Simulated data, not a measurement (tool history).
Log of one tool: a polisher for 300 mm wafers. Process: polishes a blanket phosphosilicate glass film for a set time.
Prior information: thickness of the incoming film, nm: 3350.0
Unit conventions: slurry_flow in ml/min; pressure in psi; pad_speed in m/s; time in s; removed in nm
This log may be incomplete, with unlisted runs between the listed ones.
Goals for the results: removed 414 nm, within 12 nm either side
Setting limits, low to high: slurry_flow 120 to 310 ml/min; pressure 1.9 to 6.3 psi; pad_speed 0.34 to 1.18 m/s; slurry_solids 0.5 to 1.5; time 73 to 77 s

run  hour  slurry_flow  pressure  pad_speed  slurry_solids  time  removed
  1     0          200       4.1       0.76              1    73   551.85
  2   3.9          200         4       0.76              1    73   535.47
  3   4.4          200       3.9       0.76              1    73   515.66
  4    13          200       3.9       0.76              1    73   522.02
  5    19          225       3.9       0.76              1    73   522.06
  6  19.9          225       3.8       0.76              1    73   508.67
  7  26.8          225       3.7       0.76              1    73   502.37
  8  28.6          225       3.6       0.76              1    73   485.29
  9  36.6          200       2.9       0.76              1    73   394.55

Consider the 5 candidate settings below. Which is the only one whose results all fall within their allowed miss of target?
  A  44.6          200       3.4       0.72            0.9    73        ?
  B  44.6          180       3.6       0.76           0.65    73        ?
  C  44.6          145       2.6       0.74            1.2    73        ?
  D  44.6          155       3.4        0.7           0.85    73        ?
  E  44.6          200         3       0.64           1.05    75        ?

move  removed
   A   413.82
   B   375.19
   C   361.63
   D   378.79
   E    374.1
A: every result lands within tolerance
B: further off than the last run
C: further off than the last run
D: further off than the last run
E: further off than the last run
The move that meets every target is A.
